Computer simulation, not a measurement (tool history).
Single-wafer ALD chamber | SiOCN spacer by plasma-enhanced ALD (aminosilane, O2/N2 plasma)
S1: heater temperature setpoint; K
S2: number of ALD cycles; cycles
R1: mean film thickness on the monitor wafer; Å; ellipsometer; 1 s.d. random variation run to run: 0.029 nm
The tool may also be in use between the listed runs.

run  hour      S1   S2      R1
  1     0  693.15  106  59.877
  2   1.5  695.15  105  58.996
  3   6.6  695.15  117  65.654
  4    15  701.15  117  64.574
  5    20  701.15  110  60.043
  6  26.3  693.15  110  62.256
  7    33  696.15  108  60.133
  8  34.1  698.15  107    59.3
  9  37.2  698.15  107  59.201

For run 10, what comes out?
 10  38.3  700.15  106   ?

Run 10 produced R1 58.062 Å.

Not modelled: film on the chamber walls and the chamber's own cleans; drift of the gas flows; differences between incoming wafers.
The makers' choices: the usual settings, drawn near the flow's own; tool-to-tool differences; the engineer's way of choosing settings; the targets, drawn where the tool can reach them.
